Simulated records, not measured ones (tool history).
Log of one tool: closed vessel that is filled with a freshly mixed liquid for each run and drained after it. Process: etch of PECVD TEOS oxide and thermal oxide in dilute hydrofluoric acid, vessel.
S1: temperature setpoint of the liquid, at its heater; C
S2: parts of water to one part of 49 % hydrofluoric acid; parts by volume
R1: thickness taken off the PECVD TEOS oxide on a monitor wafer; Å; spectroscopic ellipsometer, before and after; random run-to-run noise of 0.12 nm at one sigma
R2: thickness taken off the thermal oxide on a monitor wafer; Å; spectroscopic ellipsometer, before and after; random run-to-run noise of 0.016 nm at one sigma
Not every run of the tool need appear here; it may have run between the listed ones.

Run 1, hour 0.0: S1 24.0 C, S2 230 parts by volume, time in the liquid (s) 215. Result: R1 254.92 Å, R2 34.506 Å.
Run 2, hour 8.1: S1 23.0 C, S2 240 parts by volume, time in the liquid (s) 215. Result: R1 233.24 Å, R2 31.529 Å.
Run 3, hour 11.3: S1 22.5 C, S2 245 parts by volume, time in the liquid (s) 215. Result: R1 224.88 Å, R2 30.524 Å.
Run 4, hour 12.6: S1 22.0 C, S2 250 parts by volume, time in the liquid (s) 215. Result: R1 209.91 Å, R2 29.575 Å.
Run 5, hour 16.8: S1 22.5 C, S2 260 parts by volume, time in the liquid (s) 215. Result: R1 211.12 Å, R2 28.360 Å.
Run 6, hour 19.6: S1 25.5 C, S2 260 parts by volume, time in the liquid (s) 215. Result: R1 232.22 Å, R2 31.130 Å.

For run 7, what comes out?
Run 7, hour 26.5: S1 24.5 C, S2 265 parts by volume, time in the liquid (s) 215. Result: R1 ?, R2 ?.

{"run 7": {"R1": 216.95, "R2": 29.518}}
